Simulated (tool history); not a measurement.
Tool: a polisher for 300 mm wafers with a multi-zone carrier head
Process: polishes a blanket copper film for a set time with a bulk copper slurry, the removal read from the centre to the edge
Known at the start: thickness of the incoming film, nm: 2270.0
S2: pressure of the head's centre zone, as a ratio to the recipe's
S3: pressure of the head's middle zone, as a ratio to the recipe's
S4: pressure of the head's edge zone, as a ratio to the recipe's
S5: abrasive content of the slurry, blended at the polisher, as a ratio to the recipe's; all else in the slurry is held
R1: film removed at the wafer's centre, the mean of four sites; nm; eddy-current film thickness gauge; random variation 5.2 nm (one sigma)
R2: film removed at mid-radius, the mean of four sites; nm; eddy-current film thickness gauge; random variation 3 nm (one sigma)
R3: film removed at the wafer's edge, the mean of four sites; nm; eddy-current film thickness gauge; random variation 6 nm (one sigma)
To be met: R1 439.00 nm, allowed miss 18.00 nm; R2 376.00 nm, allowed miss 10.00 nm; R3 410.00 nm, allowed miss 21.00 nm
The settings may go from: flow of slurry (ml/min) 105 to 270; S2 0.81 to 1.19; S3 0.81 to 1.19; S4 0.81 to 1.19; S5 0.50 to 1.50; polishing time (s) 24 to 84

Run 1, hour 0.0: flow of slurry (ml/min) 175, S2 1.00, S3 1.00, S4 1.00, S5 1.00, polishing time (s) 54. Result: R1 632.07 nm, R2 626.13 nm, R3 627.18 nm.
Run 2, hour 3.9: flow of slurry (ml/min) 165, S2 1.00, S3 0.95, S4 0.96, S5 0.85, polishing time (s) 50. Result: R1 573.85 nm, R2 542.49 nm, R3 556.64 nm.
Run 3, hour 7.4: flow of slurry (ml/min) 160, S2 1.00, S3 0.92, S4 0.94, S5 0.75, polishing time (s) 47. Result: R1 513.83 nm, R2 480.94 nm, R3 518.29 nm.
Run 4, hour 10.3: flow of slurry (ml/min) 160, S2 1.00, S3 0.92, S4 0.94, S5 0.75, polishing time (s) 58. Result: R1 631.75 nm, R2 589.91 nm, R3 634.71 nm.
Run 5, hour 16.7: flow of slurry (ml/min) 160, S2 1.01, S3 0.91, S4 0.91, S5 0.70, polishing time (s) 52. Result: R1 569.71 nm, R2 508.96 nm, R3 550.71 nm.
Run 6, hour 24.2: flow of slurry (ml/min) 160, S2 1.01, S3 0.97, S4 0.91, S5 0.70, polishing time (s) 52. Result: R1 562.62 nm, R2 540.69 nm, R3 548.59 nm.
Run 7, hour 29.3: flow of slurry (ml/min) 160, S2 1.01, S3 0.97, S4 0.91, S5 0.70, polishing time (s) 52. Result: R1 560.84 nm, R2 544.20 nm, R3 540.54 nm.
Run 8, hour 36.4: flow of slurry (ml/min) 155, S2 1.02, S3 0.94, S4 0.89, S5 0.65, polishing time (s) 49. Result: R1 532.64 nm, R2 484.15 nm, R3 493.94 nm.
Run 9, hour 41.3: flow of slurry (ml/min) 145, S2 1.01, S3 0.92, S4 0.87, S5 0.60, polishing time (s) 47. Result: R1 490.03 nm, R2 444.30 nm, R3 467.57 nm.
Run 10, hour 44.7: flow of slurry (ml/min) 140, S2 1.01, S3 0.91, S4 0.85, S5 0.55, polishing time (s) 46. Result: R1 470.91 nm, R2 432.20 nm, R3 452.81 nm.
Run 11, hour 51.0: flow of slurry (ml/min) 135, S2 1.02, S3 0.90, S4 0.84, S5 0.55, polishing time (s) 45. Result: R1 451.29 nm, R2 413.31 nm, R3 439.46 nm.
Run 12, hour 60.0: flow of slurry (ml/min) 130, S2 1.04, S3 0.89, S4 0.83, S5 0.55, polishing time (s) 44. Result: R1 457.76 nm, R2 397.08 nm, R3 428.62 nm.
Run 13, hour 67.2: flow of slurry (ml/min) 125, S2 1.04, S3 0.89, S4 0.82, S5 0.55, polishing time (s) 44. Result: R1 455.97 nm, R2 392.74 nm, R3 415.84 nm.

Which of these 5 next moves meets every target?
Run A, hour 74.4: flow of slurry (ml/min) 110, S2 1.10, S3 0.85, S4 0.81, S5 0.65, polishing time (s) 42. Result: R1 ?, R2 ?, R3 ?.
Run B, hour 74.4: flow of slurry (ml/min) 125, S2 1.08, S3 0.81, S4 0.88, S5 0.50, polishing time (s) 46. Result: R1 ?, R2 ?, R3 ?.
Run C, hour 74.4: flow of slurry (ml/min) 145, S2 1.04, S3 0.86, S4 0.84, S5 0.55, polishing time (s) 42. Result: R1 ?, R2 ?, R3 ?.
Run D, hour 74.4: flow of slurry (ml/min) 120, S2 1.06, S3 1.01, S4 0.81, S5 0.85, polishing time (s) 34. Result: R1 ?, R2 ?, R3 ?.
Run E, hour 74.4: flow of slurry (ml/min) 105, S2 1.04, S3 0.91, S4 0.81, S5 0.80, polishing time (s) 41. Result: R1 ?, R2 ?, R3 ?.

move      R1      R2      R3
   A  466.11  374.38  408.78
   B  481.82  378.46  438.56
   C  439.35  375.75  407.03
   D  389.00  373.71  351.66
   E  447.01  402.15  415.13
A: brings the result that was furthest off to its target, and leaves another outside
B: brings the result that was furthest off to its target, and leaves another outside
C: meets every target
D: brings the result that was furthest off to its target, and leaves another outside
E: further off than the last run
The right move is C.
